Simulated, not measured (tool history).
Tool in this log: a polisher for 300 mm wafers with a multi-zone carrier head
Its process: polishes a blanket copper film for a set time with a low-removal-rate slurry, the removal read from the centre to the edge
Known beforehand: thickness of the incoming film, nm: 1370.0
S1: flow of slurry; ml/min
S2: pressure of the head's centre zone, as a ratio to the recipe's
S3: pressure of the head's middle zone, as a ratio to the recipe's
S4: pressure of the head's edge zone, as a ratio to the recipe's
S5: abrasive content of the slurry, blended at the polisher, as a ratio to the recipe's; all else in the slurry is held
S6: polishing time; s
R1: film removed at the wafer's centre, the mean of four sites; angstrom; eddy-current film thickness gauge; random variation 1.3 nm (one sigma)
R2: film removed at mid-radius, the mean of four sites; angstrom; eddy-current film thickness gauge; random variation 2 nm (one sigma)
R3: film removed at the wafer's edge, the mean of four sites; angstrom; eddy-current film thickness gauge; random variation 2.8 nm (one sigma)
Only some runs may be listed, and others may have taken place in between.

run	hour	S1	S2	S3	S4	S5	S6	R1	R2	R3
1	0.0	130	1.00	1.00	1.00	1.00	68	2109.1	2171.7	2234.7
2	3.0	130	1.05	1.00	1.00	1.00	68	2192.0	2142.0	2269.0
3	9.1	125	1.05	1.01	0.99	1.00	68	2180.1	2134.9	2225.7
4	10.7	125	1.05	1.01	0.99	1.00	78	2513.5	2469.5	2530.4
5	14.0	120	1.04	1.01	0.97	0.95	78	2426.1	2377.4	2500.3
6	18.5	120	1.04	1.02	0.95	0.90	77	2379.7	2416.5	2389.3
7	21.9	120	1.04	1.02	0.95	0.90	77	2378.6	2383.1	2417.5

For run 8, what comes out?
8	30.7	95	1.00	1.03	0.85	0.65	75	?	?	?

{"run 8": {"R1": 1949.2, "R2": 2084.2, "R3": 2032.6}}
